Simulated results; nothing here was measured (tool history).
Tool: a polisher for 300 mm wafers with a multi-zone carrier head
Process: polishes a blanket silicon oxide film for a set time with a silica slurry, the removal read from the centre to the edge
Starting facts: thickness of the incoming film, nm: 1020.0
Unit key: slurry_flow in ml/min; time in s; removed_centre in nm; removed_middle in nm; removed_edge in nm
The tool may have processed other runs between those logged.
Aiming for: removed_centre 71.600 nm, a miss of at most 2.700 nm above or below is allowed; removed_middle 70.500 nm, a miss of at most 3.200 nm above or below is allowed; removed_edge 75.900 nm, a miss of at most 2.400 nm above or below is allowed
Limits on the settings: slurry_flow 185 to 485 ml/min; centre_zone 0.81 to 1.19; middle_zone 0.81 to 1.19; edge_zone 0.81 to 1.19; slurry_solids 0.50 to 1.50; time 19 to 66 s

run  hour  slurry_flow  centre_zone  middle_zone  edge_zone  slurry_solids  time  removed_centre  removed_middle  removed_edge
  1   0.0          310         1.00         1.00       1.00           1.00    42         127.660         126.560       132.260
  2   2.7          305         0.98         0.98       0.97           0.85    39         107.470         106.540       111.340
  3   7.7          305         1.03         0.98       0.97           0.85    39         111.660         107.720       112.420
  4   8.4          305         1.03         0.98       1.00           0.85    39         112.290         110.680       113.640
  5  13.0          305         1.03         1.06       1.00           0.85    39         112.040         113.740       114.910
     20.2  -- edge zone pressure recalibrated
  6  20.2          305         1.00         1.06       1.00           0.85    39         109.240         109.890       110.260
  7  24.5          300         0.96         1.02       0.98           0.75    38          97.401         102.270       101.420
  8  31.1          295         0.96         0.96       0.98           0.70    36          89.007          90.330        91.551
  9  37.1          290         0.95         0.92       1.00           0.65    36          85.856          83.788        90.563
 10  41.7          285         0.93         0.90       0.98           0.60    36          79.904          79.312        84.926
 11  45.3          280         0.92         0.88       0.96           0.60    36          78.979          77.616        84.921

Exercise: of the 5 proposed moves below, exactly one satisfies all targets within the stated allowed misses. Which move is it?
  A  48.9          345         0.84         0.81       0.96           0.90    28               ?               ?             ?
  B  48.9          305         0.81         0.86       1.05           0.60    33               ?               ?             ?
  C  48.9          305         0.86         0.81       1.03           0.85    26               ?               ?             ?
  D  48.9          270         0.94         0.81       1.10           0.55    33               ?               ?             ?
  E  48.9          285         0.90         0.86       0.95           0.75    29               ?               ?             ?

move  removed_centre  removed_middle  removed_edge
   A          72.016          71.084        81.259
   B          67.394          70.939        81.838
   C          65.774          63.794        75.603
   D          71.653          64.846        79.607
   E          71.362          69.243        76.216
A: nearer than the last run, and not there yet
B: nearer than the last run, and not there yet
C: meets the target for the result that was furthest off, but another lies outside its allowed miss
D: nearer than the last run, and not there yet
E: every result lands within tolerance
Move E is the one to make.
